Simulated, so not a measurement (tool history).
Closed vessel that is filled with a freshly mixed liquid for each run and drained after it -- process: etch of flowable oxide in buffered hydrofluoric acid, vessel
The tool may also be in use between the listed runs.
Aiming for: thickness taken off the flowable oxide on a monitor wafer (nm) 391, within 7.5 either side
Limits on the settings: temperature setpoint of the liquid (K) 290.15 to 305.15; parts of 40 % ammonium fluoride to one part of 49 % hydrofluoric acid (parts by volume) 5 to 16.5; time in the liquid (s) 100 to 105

| run | hour | temperature setpoint of the liquid (K) | parts of 40 % ammonium fluoride to one part of 49 % hydrofluoric acid (parts by volume) | time in the liquid (s) | thickness taken off the flowable oxide on a monitor wafer (nm) |
|---|---|---|---|---|---|
| 1 | 0 | 298.15 | 10 | 100 | 260.01 |
| 2 | 8.9 | 298.15 | 10 | 100 | 257.69 |
| 3 | 17.3 | 298.15 | 11 | 100 | 237.2 |
| 4 | 26 | 298.15 | 11 | 105 | 249.57 |
| 5 | 33.7 | 298.15 | 8.5 | 105 | 310.72 |
| 6 | 39.8 | 295.65 | 8.5 | 105 | 272.09 |
| 7 | 44.4 | 297.65 | 8.5 | 105 | 300.33 |
| 8 | 45.6 | 299.15 | 8.5 | 105 | 325.02 |
| 9 | 48.5 | 300.15 | 8.5 | 105 | 345.48 |
| 10 | 54.7 | 300.65 | 8.5 | 105 | 354.52 |

Consider the 4 candidate settings below. Which is the only one whose results all fall within their allowed miss of target?
| A | 60.9 | 301.15 | 8 | 100 | ? |
| B | 60.9 | 301.15 | 9 | 105 | ? |
| C | 60.9 | 299.65 | 9 | 100 | ? |
| D | 60.9 | 303.65 | 9 | 105 | ? |

| move | thickness taken off the flowable oxide on a monitor wafer (nm) |
|---|---|
| A | 373.35 |
| B | 345.04 |
| C | 303.33 |
| D | 393.59 |
A: closer than the last run, but not yet in spec
B: moves away from the targets compared with the last run
C: moves away from the targets compared with the last run
D: all results in spec
Answer: D

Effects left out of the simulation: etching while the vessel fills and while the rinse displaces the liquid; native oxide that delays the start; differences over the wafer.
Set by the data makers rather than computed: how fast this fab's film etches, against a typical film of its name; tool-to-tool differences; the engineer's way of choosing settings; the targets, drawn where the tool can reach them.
